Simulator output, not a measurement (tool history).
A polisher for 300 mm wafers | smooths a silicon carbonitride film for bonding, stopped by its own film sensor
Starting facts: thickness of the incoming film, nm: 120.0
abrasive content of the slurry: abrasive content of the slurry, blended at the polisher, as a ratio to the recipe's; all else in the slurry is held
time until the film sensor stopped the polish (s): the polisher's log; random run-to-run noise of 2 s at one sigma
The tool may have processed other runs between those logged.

run	hour	flow of slurry (ml/min)	pressure of the wafer on the pad (psi)	speed of the pad under the wafer (m/s)	abrasive content of the slurry	target thickness at which the film sensor stops the polish (nm)	time until the film sensor stopped the polish (s)
1	0.0	320	2.2	0.78	1.0	85	184.28
2	5.3	255	2.2	0.78	1.0	85	185.34
3	6.2	255	2.4	0.80	1.0	85	161.23
4	9.9	255	2.4	0.80	0.9	85	168.60
5	11.5	255	2.6	0.80	0.9	85	158.08
6	19.6	255	2.6	0.94	0.9	85	139.11
7	27.9	255	2.7	0.94	0.9	85	137.82

Run 8 is up next; what results do you expect?
8	33.1	255	2.7	0.94	0.9	85	?

{"run 8": {"time until the film sensor stopped the polish (s)": 137.36}}
